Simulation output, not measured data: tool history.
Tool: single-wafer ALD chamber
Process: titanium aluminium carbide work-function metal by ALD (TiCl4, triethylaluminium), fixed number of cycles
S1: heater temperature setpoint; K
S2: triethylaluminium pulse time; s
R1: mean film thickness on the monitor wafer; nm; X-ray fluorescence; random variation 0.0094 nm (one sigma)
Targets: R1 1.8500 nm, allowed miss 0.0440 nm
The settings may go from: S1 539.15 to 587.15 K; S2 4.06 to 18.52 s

run 1 hour=0.0 | S1=563.15 S2=11.29 | R1=2.0114
run 2 hour=7.4 | S1=563.15 S2=8.33 | R1=1.9613
run 3 hour=10.4 | S1=563.15 S2=5.29 | R1=1.7466
run 4 hour=14.5 | S1=563.15 S2=8.28 | R1=1.9690
run 5 hour=18.3 | S1=562.15 S2=8.11 | R1=1.9387
run 6 hour=21.0 | S1=568.15 S2=8.11 | R1=2.0092
run 7 hour=29.9 | S1=556.15 S2=6.38 | R1=1.7783
run 8 hour=32.7 | S1=557.15 S2=6.45 | R1=1.8030

Which of these 4 next moves meets every target?
run A hour=35.5 | S1=544.15 S2=8.13 | R1=?
run B hour=35.5 | S1=554.15 S2=5.91 | R1=?
run C hour=35.5 | S1=552.15 S2=8.73 | R1=?
run D hour=35.5 | S1=550.15 S2=6.80 | R1=?

move=A R1=1.7450
move=B R1=1.7123
move=C R1=1.8441
move=D R1=1.7387
A: further off than the last run
B: further off than the last run
C: meets every target
D: further off than the last run
Answer: C
